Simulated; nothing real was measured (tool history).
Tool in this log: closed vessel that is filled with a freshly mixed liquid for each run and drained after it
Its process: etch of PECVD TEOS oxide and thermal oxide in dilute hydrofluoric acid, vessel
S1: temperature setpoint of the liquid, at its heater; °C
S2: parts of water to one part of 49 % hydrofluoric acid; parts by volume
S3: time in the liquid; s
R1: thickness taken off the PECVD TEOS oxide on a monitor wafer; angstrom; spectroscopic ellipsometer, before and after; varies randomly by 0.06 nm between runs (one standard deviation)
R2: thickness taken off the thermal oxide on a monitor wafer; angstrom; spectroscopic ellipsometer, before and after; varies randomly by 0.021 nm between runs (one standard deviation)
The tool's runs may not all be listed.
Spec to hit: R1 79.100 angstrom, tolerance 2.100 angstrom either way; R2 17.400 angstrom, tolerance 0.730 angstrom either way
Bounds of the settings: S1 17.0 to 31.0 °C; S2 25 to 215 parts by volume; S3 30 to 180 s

{"run": 1, "hour": 0.0, "S1": 23.0, "S2": 120, "S3": 90, "R1": 141.81, "R2": 31.508}
{"run": 2, "hour": 6.4, "S1": 23.0, "S2": 85, "S3": 90, "R1": 209.3, "R2": 45.706}
{"run": 3, "hour": 13.2, "S1": 22.0, "S2": 100, "S3": 90, "R1": 167.88, "R2": 37.563}
{"run": 4, "hour": 15.0, "S1": 21.5, "S2": 115, "S3": 90, "R1": 140.83, "R2": 31.113}
{"run": 5, "hour": 18.2, "S1": 20.5, "S2": 125, "S3": 90, "R1": 124.29, "R2": 27.642}
{"run": 6, "hour": 22.6, "S1": 20.5, "S2": 100, "S3": 90, "R1": 158.52, "R2": 34.627}
{"run": 7, "hour": 27.0, "S1": 20.0, "S2": 110, "S3": 90, "R1": 137.77, "R2": 29.848}
{"run": 8, "hour": 33.0, "S1": 20.0, "S2": 110, "S3": 90, "R1": 137.73, "R2": 30.857}
{"run": 9, "hour": 38.0, "S1": 19.5, "S2": 120, "S3": 90, "R1": 123.95, "R2": 27.336}
{"run": 10, "hour": 46.9, "S1": 19.0, "S2": 125, "S3": 90, "R1": 115.03, "R2": 25.219}

Exercise: of the 4 proposed moves below, exactly one satisfies all targets within the stated allowed misses. Which move is it?
{"run": "A", "hour": 55.8, "S1": 17.0, "S2": 140, "S3": 70, "R1": "?", "R2": "?"}
{"run": "B", "hour": 55.8, "S1": 18.5, "S2": 145, "S3": 70, "R1": "?", "R2": "?"}
{"run": "C", "hour": 55.8, "S1": 18.5, "S2": 170, "S3": 90, "R1": "?", "R2": "?"}
{"run": "D", "hour": 55.8, "S1": 17.0, "S2": 120, "S3": 60, "R1": "?", "R2": "?"}

move=A R1=73.071 R2=16.023
move=B R1=74.639 R2=16.367
move=C R1=79.840 R2=17.507
move=D R1=74.541 R2=16.345
A: pushes the last run's worst result past its target
B: pushes the last run's worst result past its target
C: each result inside its tolerance
D: pushes the last run's worst result past its target
Correct choice: C, which meets every target
